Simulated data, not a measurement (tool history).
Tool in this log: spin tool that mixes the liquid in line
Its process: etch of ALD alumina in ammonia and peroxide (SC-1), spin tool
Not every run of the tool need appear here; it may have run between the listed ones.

run	hour	temperature setpoint of the liquid (C)	parts of 29 % ammonia solution to one part of 30 % peroxide (parts by volume)	time under the liquid (s)	thickness taken off the ALD alumina on a monitor wafer (Å)
1	0.0	55.0	1.00	110	91.825
2	3.7	55.0	0.80	110	90.864
3	5.8	55.0	0.45	110	85.708
4	14.2	54.5	0.45	110	82.704
5	17.3	54.0	0.45	110	80.485
6	17.9	53.5	0.45	110	78.214
7	26.4	53.5	0.45	110	78.205

Expected results for the next run?
8	34.2	49.0	0.45	110	?

{"run 8": {"thickness taken off the ALD alumina on a monitor wafer (Å)": 61.272}}

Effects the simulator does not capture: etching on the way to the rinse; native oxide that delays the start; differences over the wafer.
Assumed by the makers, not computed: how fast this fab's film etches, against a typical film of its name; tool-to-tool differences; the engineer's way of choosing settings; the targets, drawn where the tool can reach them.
